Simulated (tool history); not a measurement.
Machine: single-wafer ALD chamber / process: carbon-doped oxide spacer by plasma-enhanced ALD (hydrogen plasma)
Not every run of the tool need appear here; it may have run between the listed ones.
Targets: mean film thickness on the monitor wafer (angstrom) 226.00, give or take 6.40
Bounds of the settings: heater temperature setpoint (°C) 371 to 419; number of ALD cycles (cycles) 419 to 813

run    day  heater temperature setpoint (°C)  number of ALD cycles (cycles)  mean film thickness on the monitor wafer (angstrom)
  1  0.000                               395                            616                                               291.75
  2  0.217                               395                            579                                               274.56
  3  0.517                               395                            632                                               297.21
  4  0.596                               401                            632                                               297.18
  5  0.921                               401                            564                                               264.60
  6  1.117                               393                            564                                               267.59
  7  1.408                               393                            564                                               266.55
  8  1.746                               393                            541                                               254.12
  9  2.067                               393                            526                                               248.88
 10  2.354                               393                            513                                               241.35
 11  2.450                               393                            505                                               238.55

5 candidate next runs follow, results not yet known. Just one meets every target within its allowed miss. Identify it.
  A  2.546                               381                            477                                                    ?
  B  2.546                               392                            448                                                    ?
  C  2.546                               400                            514                                                    ?
  D  2.546                               390                            530                                                    ?
  E  2.546                               389                            450                                                    ?

move  mean film thickness on the monitor wafer (angstrom)
   A                                               225.06
   B                                               211.37
   C                                               242.18
   D                                               250.06
   E                                               212.32
A: all results land within tolerance of their targets
B: the result that was furthest off in the last run now lies on the other side of its target
C: moves away from the targets compared with the last run
D: moves away from the targets compared with the last run
E: the result that was furthest off in the last run now lies on the other side of its target
So the answer is move A, the one that meets all the targets.
